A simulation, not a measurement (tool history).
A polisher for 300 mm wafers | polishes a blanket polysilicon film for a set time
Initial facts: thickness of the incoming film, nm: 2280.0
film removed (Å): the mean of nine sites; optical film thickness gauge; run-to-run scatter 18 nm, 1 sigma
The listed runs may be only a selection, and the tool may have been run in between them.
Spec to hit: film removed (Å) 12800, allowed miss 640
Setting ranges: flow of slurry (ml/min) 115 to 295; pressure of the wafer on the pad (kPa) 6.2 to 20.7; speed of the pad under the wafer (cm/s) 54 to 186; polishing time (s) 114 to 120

run,hour,flow of slurry (ml/min),pressure of the wafer on the pad (kPa),speed of the pad under the wafer (cm/s),polishing time (s),film removed (Å)
1,0,190,13.1,118,114,8330.1
2,0.9,190,11.7,118,114,7680.5
3,6.4,190,11.7,94,114,6199
4,11.3,190,11.7,94,114,6121.6
5,16.6,190,13.8,98,114,7529.4
6,23.2,190,13.8,82,114,6250.1
7,27.9,190,15.2,88,114,7639.1
8,32.3,190,16.5,90,114,8446.6
9,34.5,190,17.2,92,114,8949.2
10,37,190,17.9,94,114,9040.3
11,44,190,18.6,100,114,10460
12,47.5,190,19.3,102,114,10647
13,54.9,190,19.3,104,114,10653
14,63.8,190,19.3,108,114,10995
15,71.6,190,19.3,110,114,11277
16,72.3,190,19.3,112,114,11467

Exactly one of the 5 candidate moves below puts every result within its allowed miss. Which one?
A,73,180,17.9,112,120,?
B,73,175,18.6,114,115,?
C,73,200,20,98,120,?
D,73,205,19.3,120,117,?
E,73,210,20,102,116,?

move,film removed (Å)
A,11217
B,11288
C,11262
D,12681
E,11328
A: moves away from the targets compared with the last run
B: moves away from the targets compared with the last run
C: moves away from the targets compared with the last run
D: every result lands within tolerance
E: moves away from the targets compared with the last run
D meets every target.
